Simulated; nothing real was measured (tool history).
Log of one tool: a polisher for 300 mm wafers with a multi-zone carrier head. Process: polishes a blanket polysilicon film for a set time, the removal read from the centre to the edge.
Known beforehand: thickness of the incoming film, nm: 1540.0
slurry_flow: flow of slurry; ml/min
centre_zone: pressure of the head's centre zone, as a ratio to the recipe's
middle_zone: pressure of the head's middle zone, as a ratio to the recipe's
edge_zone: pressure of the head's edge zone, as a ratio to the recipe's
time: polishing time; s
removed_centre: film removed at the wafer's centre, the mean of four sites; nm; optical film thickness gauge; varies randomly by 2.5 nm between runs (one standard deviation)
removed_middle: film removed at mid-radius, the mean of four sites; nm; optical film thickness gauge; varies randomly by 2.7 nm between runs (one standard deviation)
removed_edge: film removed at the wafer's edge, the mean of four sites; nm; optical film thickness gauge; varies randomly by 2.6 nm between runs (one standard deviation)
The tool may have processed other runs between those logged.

| run | day | slurry_flow | centre_zone | middle_zone | edge_zone | time | removed_centre | removed_middle | removed_edge |
|---|---|---|---|---|---|---|---|---|---|
| 1 | 0 | 255 | 1 | 1 | 1 | 53 | 489.97 | 498.2 | 487.69 |
| 2 | 0.125 | 255 | 1 | 1 | 1 | 48 | 438.07 | 450.8 | 449.47 |
| 3 | 0.2 | 255 | 0.96 | 1 | 1 | 48 | 429.52 | 457.38 | 442.41 |
| 4 | 0.258 | 320 | 0.96 | 1 | 1 | 48 | 444.89 | 461.04 | 455.21 |
| 5 | 0.454 | 320 | 0.96 | 1.08 | 1 | 48 | 435.88 | 502.78 | 460.29 |
| 6 | 0.704 | 285 | 0.93 | 1.04 | 0.96 | 43 | 376.18 | 430.54 | 393.45 |
| 7 | 0.971 | 270 | 0.91 | 1.01 | 0.94 | 39 | 323.3 | 376.11 | 346.12 |
| 8 | 1.233 | 270 | 0.91 | 1.01 | 0.94 | 39 | 324.39 | 374.57 | 347.97 |
| 9 | 1.542 | 200 | 0.85 | 0.91 | 0.84 | 24 | 180.89 | 201.64 | 197.31 |
| 10 | 1.85 | 230 | 0.85 | 0.92 | 0.85 | 24 | 183.34 | 209.36 | 203.95 |
| 11 | 2.225 | 300 | 0.95 | 1.01 | 0.95 | 27 | 243.03 | 262.54 | 245.47 |
| 12 | 2.271 | 295 | 0.94 | 1 | 0.94 | 27 | 235.37 | 258.49 | 240.98 |

Expected results for the next run?
| 13 | 2.579 | 295 | 0.93 | 1 | 0.94 | 27 | ? | ? | ? |

{"run 13": {"removed_centre": 238.31, "removed_middle": 257.6, "removed_edge": 246.68}}
